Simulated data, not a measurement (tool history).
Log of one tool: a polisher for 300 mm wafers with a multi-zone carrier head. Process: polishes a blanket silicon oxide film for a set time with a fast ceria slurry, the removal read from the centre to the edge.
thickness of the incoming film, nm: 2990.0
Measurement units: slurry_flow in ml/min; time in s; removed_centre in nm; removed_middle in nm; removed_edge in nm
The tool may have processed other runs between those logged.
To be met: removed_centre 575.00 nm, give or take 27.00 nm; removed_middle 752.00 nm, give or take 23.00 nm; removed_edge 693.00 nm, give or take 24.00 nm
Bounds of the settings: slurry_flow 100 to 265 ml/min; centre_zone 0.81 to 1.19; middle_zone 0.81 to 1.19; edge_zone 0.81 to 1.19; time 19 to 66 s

Run 1, day 0.000: slurry_flow 170 ml/min, centre_zone 1.00, middle_zone 1.00, edge_zone 1.00, time 42 s. Result: removed_centre 499.65 nm, removed_middle 516.28 nm, removed_edge 520.62 nm.
Run 2, day 0.117: slurry_flow 195 ml/min, centre_zone 1.00, middle_zone 1.00, edge_zone 1.00, time 42 s. Result: removed_centre 521.61 nm, removed_middle 525.92 nm, removed_edge 528.57 nm.
Run 3, day 0.488: slurry_flow 180 ml/min, centre_zone 1.00, middle_zone 1.00, edge_zone 1.00, time 42 s. Result: removed_centre 511.31 nm, removed_middle 520.67 nm, removed_edge 531.95 nm.
Run 4, day 0.675: slurry_flow 180 ml/min, centre_zone 0.93, middle_zone 1.00, edge_zone 1.00, time 42 s. Result: removed_centre 477.18 nm, removed_middle 528.99 nm, removed_edge 528.85 nm.
Run 5, day 0.917: slurry_flow 180 ml/min, centre_zone 0.93, middle_zone 0.97, edge_zone 1.00, time 42 s. Result: removed_centre 478.65 nm, removed_middle 512.25 nm, removed_edge 527.82 nm.
Run 6, day 0.950: slurry_flow 190 ml/min, centre_zone 0.92, middle_zone 1.01, edge_zone 1.03, time 44 s. Result: removed_centre 497.76 nm, removed_middle 554.52 nm, removed_edge 567.33 nm.
Run 7, day 1.233: slurry_flow 195 ml/min, centre_zone 0.91, middle_zone 1.05, edge_zone 1.04, time 45 s. Result: removed_centre 506.70 nm, removed_middle 587.92 nm, removed_edge 586.49 nm.
Run 8, day 1.283: slurry_flow 200 ml/min, centre_zone 0.90, middle_zone 1.08, edge_zone 1.05, time 46 s. Result: removed_centre 517.77 nm, removed_middle 612.75 nm, removed_edge 601.63 nm.
Run 9, day 1.371: slurry_flow 205 ml/min, centre_zone 0.89, middle_zone 1.10, edge_zone 1.05, time 47 s. Result: removed_centre 528.96 nm, removed_middle 650.07 nm, removed_edge 614.00 nm.
Run 10, day 1.617: slurry_flow 210 ml/min, centre_zone 0.89, middle_zone 1.12, edge_zone 1.07, time 48 s. Result: removed_centre 533.30 nm, removed_middle 680.44 nm, removed_edge 620.72 nm.
Run 11, day 1.871: slurry_flow 210 ml/min, centre_zone 0.89, middle_zone 1.12, edge_zone 1.07, time 48 s. Result: removed_centre 532.42 nm, removed_middle 673.26 nm, removed_edge 631.74 nm.
Run 12, day 2.104: slurry_flow 215 ml/min, centre_zone 0.89, middle_zone 1.13, edge_zone 1.08, time 49 s. Result: removed_centre 545.89 nm, removed_middle 704.65 nm, removed_edge 647.07 nm.
Run 13, day 2.300: slurry_flow 240 ml/min, centre_zone 0.90, middle_zone 1.14, edge_zone 1.16, time 50 s. Result: removed_centre 579.30 nm, removed_middle 724.21 nm, removed_edge 681.04 nm.

5 next moves are on the table. One of them brings every result within its allowed miss. Which?
Run A, day 2.496: slurry_flow 250 ml/min, centre_zone 0.89, middle_zone 1.18, edge_zone 1.13, time 51 s. Result: removed_centre ?, removed_middle ?, removed_edge ?.
Run B, day 2.496: slurry_flow 230 ml/min, centre_zone 0.92, middle_zone 1.14, edge_zone 1.19, time 48 s. Result: removed_centre ?, removed_middle ?, removed_edge ?.
Run C, day 2.496: slurry_flow 210 ml/min, centre_zone 0.93, middle_zone 1.05, edge_zone 1.18, time 51 s. Result: removed_centre ?, removed_middle ?, removed_edge ?.
Run D, day 2.496: slurry_flow 215 ml/min, centre_zone 0.85, middle_zone 0.98, edge_zone 1.09, time 55 s. Result: removed_centre ?, removed_middle ?, removed_edge ?.
Run E, day 2.496: slurry_flow 195 ml/min, centre_zone 0.93, middle_zone 1.03, edge_zone 1.07, time 53 s. Result: removed_centre ?, removed_middle ?, removed_edge ?.

move  removed_centre  removed_middle  removed_edge
   A          585.18          773.39        696.98
   B          563.53          699.90        669.14
   C          597.78          685.71        703.13
   D          590.32          699.92        730.90
   E          614.81          694.75        691.30
A: all results land within tolerance of their targets
B: misses by more than the last run did
C: misses by more than the last run did
D: misses by more than the last run did
E: misses by more than the last run did
Go with A: it meets all targets.

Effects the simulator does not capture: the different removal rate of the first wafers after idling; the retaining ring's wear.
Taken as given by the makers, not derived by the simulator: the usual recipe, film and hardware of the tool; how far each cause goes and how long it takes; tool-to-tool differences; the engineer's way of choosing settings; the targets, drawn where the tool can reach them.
